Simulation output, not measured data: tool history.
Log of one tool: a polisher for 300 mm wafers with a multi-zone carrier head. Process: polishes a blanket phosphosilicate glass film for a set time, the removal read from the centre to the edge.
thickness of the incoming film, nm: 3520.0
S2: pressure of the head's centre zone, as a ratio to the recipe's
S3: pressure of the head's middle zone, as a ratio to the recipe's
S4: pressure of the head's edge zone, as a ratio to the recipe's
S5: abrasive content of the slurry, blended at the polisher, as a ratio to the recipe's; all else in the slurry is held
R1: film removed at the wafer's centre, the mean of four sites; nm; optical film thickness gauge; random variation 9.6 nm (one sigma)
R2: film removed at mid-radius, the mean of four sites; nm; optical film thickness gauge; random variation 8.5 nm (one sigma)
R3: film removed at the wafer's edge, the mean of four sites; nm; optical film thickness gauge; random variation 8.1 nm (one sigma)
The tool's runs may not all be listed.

run 1 day=0.000 | flow_of_slurry_(ml/min)=320 S2=1.00 S3=1.00 S4=1.00 S5=1.00 polishing_time_(s)=54 | R1=588.83 R2=579.23 R3=567.40
run 2 day=0.167 | flow_of_slurry_(ml/min)=320 S2=1.00 S3=0.95 S4=1.00 S5=1.00 polishing_time_(s)=54 | R1=600.33 R2=554.87 R3=570.41
run 3 day=0.417 | flow_of_slurry_(ml/min)=320 S2=1.00 S3=0.95 S4=1.06 S5=1.00 polishing_time_(s)=54 | R1=595.19 R2=550.95 R3=570.01
run 4 day=0.754 | flow_of_slurry_(ml/min)=320 S2=1.00 S3=0.95 S4=1.06 S5=0.90 polishing_time_(s)=54 | R1=569.95 R2=524.75 R3=558.49
run 5 day=0.954 | flow_of_slurry_(ml/min)=320 S2=1.00 S3=0.95 S4=1.06 S5=1.10 polishing_time_(s)=54 | R1=616.88 R2=573.37 R3=608.74
run 6 day=1.108 | flow_of_slurry_(ml/min)=320 S2=1.00 S3=0.95 S4=1.06 S5=1.10 polishing_time_(s)=65 | R1=737.22 R2=691.19 R3=727.97
run 7 day=1.246 | flow_of_slurry_(ml/min)=320 S2=1.00 S3=0.96 S4=1.06 S5=1.10 polishing_time_(s)=65 | R1=742.44 R2=695.34 R3=732.82
run 8 day=1.342 | flow_of_slurry_(ml/min)=320 S2=1.00 S3=0.98 S4=1.06 S5=1.10 polishing_time_(s)=65 | R1=725.18 R2=710.80 R3=725.99
run 9 day=1.475 | flow_of_slurry_(ml/min)=320 S2=1.00 S3=0.99 S4=1.06 S5=1.15 polishing_time_(s)=65 | R1=757.23 R2=718.94 R3=741.76
run 10 day=1.554 | flow_of_slurry_(ml/min)=320 S2=0.99 S3=1.00 S4=1.06 S5=1.15 polishing_time_(s)=65 | R1=748.62 R2=715.17 R3=737.92
run 11 day=1.733 | flow_of_slurry_(ml/min)=320 S2=0.99 S3=1.00 S4=1.06 S5=1.15 polishing_time_(s)=65 | R1=743.99 R2=735.13 R3=734.53
run 12 day=1.900 | flow_of_slurry_(ml/min)=320 S2=0.99 S3=1.00 S4=1.07 S5=1.15 polishing_time_(s)=65 | R1=746.58 R2=715.53 R3=747.98

Predict the results of run 13:
run 13 day=2.000 | flow_of_slurry_(ml/min)=320 S2=0.99 S3=1.02 S4=1.06 S5=1.15 polishing_time_(s)=65 | R1=? R2=? R3=?

R1: 739.75 nm
R2: 736.28 nm
R3: 743.64 nm
